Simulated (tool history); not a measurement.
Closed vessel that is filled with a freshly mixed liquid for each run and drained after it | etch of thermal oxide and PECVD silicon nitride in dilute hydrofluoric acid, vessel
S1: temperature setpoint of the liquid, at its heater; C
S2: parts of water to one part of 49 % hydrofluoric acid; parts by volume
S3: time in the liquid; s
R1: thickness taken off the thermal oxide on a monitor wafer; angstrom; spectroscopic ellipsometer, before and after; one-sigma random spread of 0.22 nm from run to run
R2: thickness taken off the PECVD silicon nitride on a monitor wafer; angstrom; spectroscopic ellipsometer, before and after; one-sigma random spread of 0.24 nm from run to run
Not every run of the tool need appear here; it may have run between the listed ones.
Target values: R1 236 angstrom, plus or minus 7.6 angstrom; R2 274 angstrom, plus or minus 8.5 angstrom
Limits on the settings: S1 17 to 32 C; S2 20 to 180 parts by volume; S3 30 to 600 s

run  hour    S1   S2   S3      R1      R2
  1     0    24  100  305  141.75  181.11
  2   7.5    26  100  305  153.77  207.04
  3  13.1  25.5   90  300  167.26  218.23
  4  14.5  25.5   85  295  175.44  226.53
  5    19  26.5   85  295  179.11  240.55
  6  25.6    23   85  295  157.71   190.6
  7  28.9    23   80  290  167.79  199.52
  8  35.9    23   80  290  168.86  199.96
  9  41.3    23   75  285  177.73  212.83
 10  49.5    23   70  285  187.48  223.89
 11  54.7    23   65  285  209.15   237.8
 12  60.2    23   65  285   207.2  244.27
 13  66.2    23   60  280  220.34  255.43
 14    74  23.5   55  275  241.83  282.47

Which single option among these 4 for the next run brings every result within its allowed miss of target? Just one does.
  A  81.8  24.5  65  320   ?   ?
  B  81.8    24  45  210   ?   ?
  C  81.8    26  65  290   ?   ?
  D  81.8    22  45  250   ?   ?

move      R1      R2
   A  245.24  300.68
   B  233.88  273.63
   C  236.08  300.99
   D  256.18  284.27
A: its largest miss is bigger than the last run's
B: each result inside its tolerance
C: its largest miss is bigger than the last run's
D: its largest miss is bigger than the last run's
So the answer is move B, the one that meets all the targets.
